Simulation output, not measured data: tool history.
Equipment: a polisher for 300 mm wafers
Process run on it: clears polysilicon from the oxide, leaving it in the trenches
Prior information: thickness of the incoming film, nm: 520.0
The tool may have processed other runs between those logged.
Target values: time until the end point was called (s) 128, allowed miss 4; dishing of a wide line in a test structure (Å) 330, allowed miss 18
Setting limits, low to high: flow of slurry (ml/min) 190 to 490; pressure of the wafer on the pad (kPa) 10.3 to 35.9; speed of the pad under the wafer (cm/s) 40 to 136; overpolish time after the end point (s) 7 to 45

| run | hour | flow of slurry (ml/min) | pressure of the wafer on the pad (kPa) | speed of the pad under the wafer (cm/s) | overpolish time after the end point (s) | time until the end point was called (s) | dishing of a wide line in a test structure (Å) |
|---|---|---|---|---|---|---|---|
| 1 | 0 | 315 | 22.8 | 88 | 23 | 46.191 | 367.12 |
| 2 | 6 | 315 | 22.8 | 72 | 23 | 56.622 | 371.5 |
| 3 | 7.8 | 315 | 22.8 | 86 | 23 | 47.225 | 368.53 |
| 4 | 16 | 315 | 25.5 | 86 | 23 | 42.641 | 377.19 |
| 5 | 24.6 | 310 | 23.4 | 80 | 22 | 50.256 | 368.98 |
| 6 | 26.3 | 385 | 23.4 | 80 | 22 | 48.835 | 381.54 |
|  | 35.3 | slurry nozzle cleaned |
| 7 | 35.3 | 360 | 22.1 | 76 | 21 | 53.051 | 372.42 |
| 8 | 37.8 | 360 | 22.1 | 76 | 21 | 52.769 | 370.39 |
| 9 | 41 | 345 | 20.7 | 72 | 21 | 59.747 | 371.47 |
| 10 | 45.9 | 325 | 19.3 | 68 | 19 | 67.703 | 362.82 |
| 11 | 49.5 | 235 | 12.4 | 50 | 8 | 141.65 | 205.67 |
| 12 | 52.3 | 255 | 12.4 | 50 | 11 | 142.24 | 249.22 |
| 13 | 52.9 | 345 | 14.5 | 50 | 13 | 116.85 | 299.94 |
| 14 | 55.9 | 345 | 14.5 | 50 | 14 | 119.27 | 313.78 |

Consider the 4 candidate settings below. Which is the only one whose results all fall within their allowed miss of target?
| A | 58.9 | 320 | 13.1 | 56 | 16 | ? | ? |
| B | 58.9 | 355 | 15.2 | 44 | 19 | ? | ? |
| C | 58.9 | 480 | 17.2 | 40 | 19 | ? | ? |
| D | 58.9 | 260 | 15.9 | 40 | 14 | ? | ? |

| move | time until the end point was called (s) | dishing of a wide line in a test structure (Å) |
|---|---|---|
| A | 119.13 | 316.08 |
| B | 129.29 | 325.3 |
| C | 122.86 | 330.15 |
| D | 138.66 | 282.29 |
A: no better and no worse than the last run
B: each result inside its tolerance
C: moves toward the targets from the last run without getting all of them in spec
D: moves the result that the last run missed by most past its target, out the other side
So the answer is move B, the one that meets all the targets.
